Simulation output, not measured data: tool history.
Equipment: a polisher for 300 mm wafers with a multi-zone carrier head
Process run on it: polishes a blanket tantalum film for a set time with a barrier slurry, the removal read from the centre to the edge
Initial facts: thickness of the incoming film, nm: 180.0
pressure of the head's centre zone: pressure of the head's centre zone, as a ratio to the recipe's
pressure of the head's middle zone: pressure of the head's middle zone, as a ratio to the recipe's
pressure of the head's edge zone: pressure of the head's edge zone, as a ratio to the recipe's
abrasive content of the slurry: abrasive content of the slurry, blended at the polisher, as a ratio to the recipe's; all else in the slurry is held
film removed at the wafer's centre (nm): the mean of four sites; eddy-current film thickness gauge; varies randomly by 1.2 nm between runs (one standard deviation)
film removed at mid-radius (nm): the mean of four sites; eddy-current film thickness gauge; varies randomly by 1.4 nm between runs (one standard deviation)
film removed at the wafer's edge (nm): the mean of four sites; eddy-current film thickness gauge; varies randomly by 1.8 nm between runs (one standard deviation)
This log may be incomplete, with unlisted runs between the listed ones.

run  hour  flow of slurry (ml/min)  pressure of the head's centre zone  pressure of the head's middle zone  pressure of the head's edge zone  abrasive content of the slurry  polishing time (s)  film removed at the wafer's centre (nm)  film removed at mid-radius (nm)  film removed at the wafer's edge (nm)
  1     0                      195                                   1                                   1                                 1                               1                  38                                    72.88                           74.503                                 73.938
  2   1.9                      160                                   1                                   1                                 1                               1                  38                                   71.416                           70.926                                  71.72
  3   2.7                      160                                   1                                0.92                                 1                               1                  38                                    70.82                           68.365                                 70.547
  4  11.1                      190                                   1                                0.92                                 1                               1                  38                                   73.029                           70.208                                 74.792
  5    15                      215                                   1                                0.95                              1.02                            1.15                  40                                   81.886                           79.751                                 83.354
  6  23.2                      240                                   1                                0.95                              1.02                            1.15                  40                                   84.817                           80.288                                 82.981
  7  24.7                      230                                0.98                                0.97                              1.04                            1.25                  43                                   89.701                           87.623                                 96.012

Predict the results of run 8:
  8  31.1                      230                                0.98                                0.97                              1.04                            1.25                  43                                        ?                                ?                                      ?

Run 8 produced film removed at the wafer's centre (nm) 89.188, film removed at mid-radius (nm) 91.083, film removed at the wafer's edge (nm) 92.223.
